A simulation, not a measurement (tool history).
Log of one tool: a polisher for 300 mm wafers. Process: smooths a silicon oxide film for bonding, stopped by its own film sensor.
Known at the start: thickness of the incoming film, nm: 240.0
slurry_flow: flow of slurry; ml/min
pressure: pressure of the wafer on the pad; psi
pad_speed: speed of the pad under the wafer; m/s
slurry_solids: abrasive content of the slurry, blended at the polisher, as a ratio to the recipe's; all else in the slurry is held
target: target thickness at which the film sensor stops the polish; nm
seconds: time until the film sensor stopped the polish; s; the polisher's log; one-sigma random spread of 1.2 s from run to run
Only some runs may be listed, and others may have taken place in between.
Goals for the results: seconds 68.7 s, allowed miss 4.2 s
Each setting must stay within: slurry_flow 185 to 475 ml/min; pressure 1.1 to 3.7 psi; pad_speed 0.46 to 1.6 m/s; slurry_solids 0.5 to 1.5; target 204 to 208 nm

run  hour  slurry_flow  pressure  pad_speed  slurry_solids  target  seconds
  1     0          305       2.4       1.02              1     204   44.828
  2   1.3          305       2.4       0.92              1     204   47.541
  3   7.4          305       2.3       0.92              1     204    47.75
  4  16.1          305       2.3       0.92           0.85     204   52.761
  5  18.5          305       2.3       0.92            0.7     204   58.119
  6  26.9          305       2.3       0.92           0.85     204   51.627
  7  28.6          305       2.2        0.9           0.85     204   55.713
  8  34.9          305       2.1        0.9           0.85     204   56.273
  9  37.3          305       2.1        0.9           0.85     204   58.564

Of the 5 settings listed for the next run, only one would bring every result within its allowed miss of target. Which one?
  A  39.7          240       2.4       0.84            0.9     204        ?
  B  39.7          335       2.3       0.88           0.75     208        ?
  C  39.7          235         2        0.8           0.85     204        ?
  D  39.7          280       2.5       1.06            0.8     206        ?
  E  39.7          260       2.5       1.02           0.75     207        ?

move  seconds
   A   52.775
   B   48.998
   C   66.327
   D    42.55
   E   43.676
A: further off than the last run
B: further off than the last run
C: hits every target within its allowed miss
D: further off than the last run
E: further off than the last run
Answer: C
